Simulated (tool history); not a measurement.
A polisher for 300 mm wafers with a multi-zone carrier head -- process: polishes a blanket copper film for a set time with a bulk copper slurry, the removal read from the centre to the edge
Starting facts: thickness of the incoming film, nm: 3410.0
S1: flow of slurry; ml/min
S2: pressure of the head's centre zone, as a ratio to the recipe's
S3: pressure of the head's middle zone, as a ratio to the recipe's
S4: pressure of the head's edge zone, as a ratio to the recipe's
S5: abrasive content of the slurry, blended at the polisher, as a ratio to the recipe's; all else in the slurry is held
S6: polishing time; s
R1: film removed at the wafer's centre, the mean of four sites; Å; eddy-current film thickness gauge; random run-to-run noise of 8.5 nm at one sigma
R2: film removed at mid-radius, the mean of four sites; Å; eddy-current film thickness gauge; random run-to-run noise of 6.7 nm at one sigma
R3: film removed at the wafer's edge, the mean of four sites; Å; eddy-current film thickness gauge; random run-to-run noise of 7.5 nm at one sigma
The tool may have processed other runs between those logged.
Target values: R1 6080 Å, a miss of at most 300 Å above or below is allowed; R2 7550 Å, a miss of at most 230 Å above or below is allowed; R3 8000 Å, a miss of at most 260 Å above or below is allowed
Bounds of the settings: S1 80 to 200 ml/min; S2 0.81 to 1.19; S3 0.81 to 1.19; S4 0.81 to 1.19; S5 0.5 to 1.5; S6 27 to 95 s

run,hour,S1,S2,S3,S4,S5,S6,R1,R2,R3
1,0,130,1,1,1,1,61,6718.2,6389.2,6549.8
2,5.8,130,1.08,1,1,1,61,7045.1,6301.3,6492.1
3,14.1,130,1.08,0.92,1,1,61,6887.8,6026.7,6510.4
4,15.6,130,1.08,0.92,0.94,1,61,6892.5,6058.7,6263.5
5,22.2,130,1.17,0.92,0.94,1,61,7415.1,6118.2,6389.2
6,25.2,125,1.13,0.95,0.97,1.05,62,7522.4,6236.9,6571
7,34.2,135,1.09,0.95,0.99,1,63,7177.5,6360.3,6701.3
8,40.7,140,1.06,0.96,1.01,1,63,7453.9,6502.4,6884.8
9,49.6,135,1.03,0.98,1.03,1,64,6885.1,6588.8,6963.7
10,53.6,165,0.93,1.06,1.13,1.25,65,7104.9,7775.1,8015

Which single option among these 4 for the next run brings every result within its allowed miss of target? Just one does.
A,57.6,165,0.97,1.01,1.19,1.25,65,?,?,?
B,57.6,185,1.12,1.02,0.98,1.3,68,?,?,?
C,57.6,175,1.03,0.98,1.1,1.45,62,?,?,?
D,57.6,175,0.82,1.09,1.19,1.1,64,?,?,?

move,R1,R2,R3
A,7350.3,7545.5,8304.4
B,9165,8165.1,8104.9
C,7783.9,7376.7,7936.6
D,6015.8,7660.6,8009.7
A: misses by more than the last run did
B: misses by more than the last run did
C: misses by more than the last run did
D: each result inside its tolerance
D is the move that brings every result within its allowed miss.
